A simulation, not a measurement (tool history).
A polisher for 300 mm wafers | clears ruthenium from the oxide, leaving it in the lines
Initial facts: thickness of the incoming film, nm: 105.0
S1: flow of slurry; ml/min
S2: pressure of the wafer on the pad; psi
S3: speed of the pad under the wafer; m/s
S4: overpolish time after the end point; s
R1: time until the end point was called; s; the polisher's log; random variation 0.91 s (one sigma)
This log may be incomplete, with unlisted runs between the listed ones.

Run 1, day 0.000: S1 235 ml/min, S2 1.9 psi, S3 1.04 m/s, S4 5 s. Result: R1 89.881 s.
Run 2, day 0.367: S1 235 ml/min, S2 1.5 psi, S3 1.04 m/s, S4 5 s. Result: R1 112.450 s.
Run 3, day 0.392: S1 235 ml/min, S2 1.5 psi, S3 1.04 m/s, S4 5 s. Result: R1 110.790 s.
Run 4, day 0.475: S1 235 ml/min, S2 1.5 psi, S3 1.04 m/s, S4 4 s. Result: R1 110.840 s.
Run 5, day 0.838: S1 235 ml/min, S2 1.5 psi, S3 1.24 m/s, S4 4 s. Result: R1 94.262 s.
Run 6, day 0.871: S1 235 ml/min, S2 1.6 psi, S3 1.24 m/s, S4 4 s. Result: R1 90.770 s.
Run 7, day 0.912: S1 235 ml/min, S2 1.7 psi, S3 1.24 m/s, S4 4 s. Result: R1 82.796 s.

Forecast run 8:
Run 8, day 1.171: S1 235 ml/min, S2 1.9 psi, S3 1.24 m/s, S4 4 s. Result: R1 ?.

Run 8 produced R1 77.330 s.
